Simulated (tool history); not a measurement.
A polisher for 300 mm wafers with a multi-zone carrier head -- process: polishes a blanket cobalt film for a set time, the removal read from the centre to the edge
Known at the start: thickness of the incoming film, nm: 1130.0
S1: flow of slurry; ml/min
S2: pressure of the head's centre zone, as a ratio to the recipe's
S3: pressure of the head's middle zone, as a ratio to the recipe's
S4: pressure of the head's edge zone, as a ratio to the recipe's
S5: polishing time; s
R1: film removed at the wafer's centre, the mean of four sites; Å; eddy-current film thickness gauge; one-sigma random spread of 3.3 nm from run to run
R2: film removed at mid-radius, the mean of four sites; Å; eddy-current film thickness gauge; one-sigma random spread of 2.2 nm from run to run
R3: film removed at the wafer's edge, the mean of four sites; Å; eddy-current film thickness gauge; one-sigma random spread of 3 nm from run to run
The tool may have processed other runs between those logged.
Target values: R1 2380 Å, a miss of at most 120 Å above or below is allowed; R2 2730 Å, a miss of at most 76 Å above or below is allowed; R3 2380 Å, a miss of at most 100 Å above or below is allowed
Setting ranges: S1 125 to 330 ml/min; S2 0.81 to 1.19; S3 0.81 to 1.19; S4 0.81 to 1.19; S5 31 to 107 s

run,hour,S1,S2,S3,S4,S5,R1,R2,R3
1,0,210,1,1,1,69,3272.2,3247.2,3154.5
2,3.1,210,1.07,1,1,69,3569.4,3218.2,3184.5
3,5.8,210,1.1,1,1,69,3550.6,3216.7,3150.5
4,14.7,250,1.1,1,1,69,3561.7,3285.9,3156.6
5,16.7,250,1.1,1,0.95,69,3662.5,3274.1,3051.4
6,20.7,260,1.04,1.01,0.95,64,3277.2,3066.5,2876.3
7,26.4,265,0.99,1.04,0.95,60,2837,3009.1,2703.8
8,34,265,0.96,1.04,0.93,58,2691.8,2839.8,2624.8
9,41.1,265,0.95,1.05,0.91,57,2630.4,2820.9,2529.7
10,48.5,260,0.93,1.06,0.9,57,2529.8,2835.3,2510
11,56.2,255,0.92,1.06,0.89,57,2557.6,2871.4,2461

Which of these 4 next moves meets every target?
A,63.9,315,1.02,1.03,0.92,54,?,?,?
B,63.9,250,0.85,1.07,0.86,59,?,?,?
C,63.9,235,0.95,1.12,0.99,52,?,?,?
D,63.9,235,0.87,1.06,0.86,59,?,?,?

move,R1,R2,R3
A,2751.8,2672.1,2394.3
B,2443.8,2955,2495.7
C,2393.6,2689.4,2333.9
D,2484.2,2912.8,2484.3
A: the worst result of the last run now meets its target, but another is out of spec
B: the biggest miss grows against the last run
C: hits every target within its allowed miss
D: the biggest miss grows against the last run
C is the move that brings every result within its allowed miss.
